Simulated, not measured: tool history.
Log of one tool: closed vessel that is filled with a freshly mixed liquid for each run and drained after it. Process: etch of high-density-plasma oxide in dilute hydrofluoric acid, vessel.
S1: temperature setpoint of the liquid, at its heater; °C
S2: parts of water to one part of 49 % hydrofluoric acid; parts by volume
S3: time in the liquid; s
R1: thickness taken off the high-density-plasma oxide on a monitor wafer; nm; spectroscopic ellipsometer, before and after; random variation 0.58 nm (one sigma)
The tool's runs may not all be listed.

Run 1, hour 0.0: S1 25.0 °C, S2 80 parts by volume, S3 145 s. Result: R1 20.668 nm.
Run 2, hour 8.0: S1 26.0 °C, S2 70 parts by volume, S3 145 s. Result: R1 25.416 nm.
Run 3, hour 14.5: S1 24.0 °C, S2 70 parts by volume, S3 145 s. Result: R1 23.302 nm.
Run 4, hour 15.5: S1 25.5 °C, S2 70 parts by volume, S3 145 s. Result: R1 24.485 nm.
Run 5, hour 22.2: S1 25.5 °C, S2 70 parts by volume, S3 145 s. Result: R1 24.435 nm.
Run 6, hour 23.7: S1 25.5 °C, S2 70 parts by volume, S3 145 s. Result: R1 25.136 nm.
Run 7, hour 32.8: S1 26.5 °C, S2 65 parts by volume, S3 145 s. Result: R1 27.963 nm.
Run 8, hour 37.4: S1 27.5 °C, S2 60 parts by volume, S3 145 s. Result: R1 31.290 nm.
Run 9, hour 41.7: S1 28.0 °C, S2 55 parts by volume, S3 145 s. Result: R1 35.382 nm.
Run 10, hour 47.9: S1 28.5 °C, S2 50 parts by volume, S3 145 s. Result: R1 39.871 nm.
Run 11, hour 56.4: S1 28.5 °C, S2 50 parts by volume, S3 145 s. Result: R1 40.122 nm.
Run 12, hour 61.8: S1 29.0 °C, S2 50 parts by volume, S3 145 s. Result: R1 41.110 nm.
Run 13, hour 64.5: S1 29.5 °C, S2 50 parts by volume, S3 145 s. Result: R1 41.992 nm.
Run 14, hour 72.8: S1 30.0 °C, S2 50 parts by volume, S3 145 s. Result: R1 42.801 nm.
Run 15, hour 81.6: S1 33.0 °C, S2 25 parts by volume, S3 145 s. Result: R1 100.930 nm.
Run 16, hour 90.5: S1 29.0 °C, S2 25 parts by volume, S3 145 s. Result: R1 84.305 nm.

The next listed run, before its measurement:
Run 17, hour 94.7: S1 25.0 °C, S2 25 parts by volume, S3 145 s. Result: R1 ?.

Run 17 gave R1 73.043 nm.

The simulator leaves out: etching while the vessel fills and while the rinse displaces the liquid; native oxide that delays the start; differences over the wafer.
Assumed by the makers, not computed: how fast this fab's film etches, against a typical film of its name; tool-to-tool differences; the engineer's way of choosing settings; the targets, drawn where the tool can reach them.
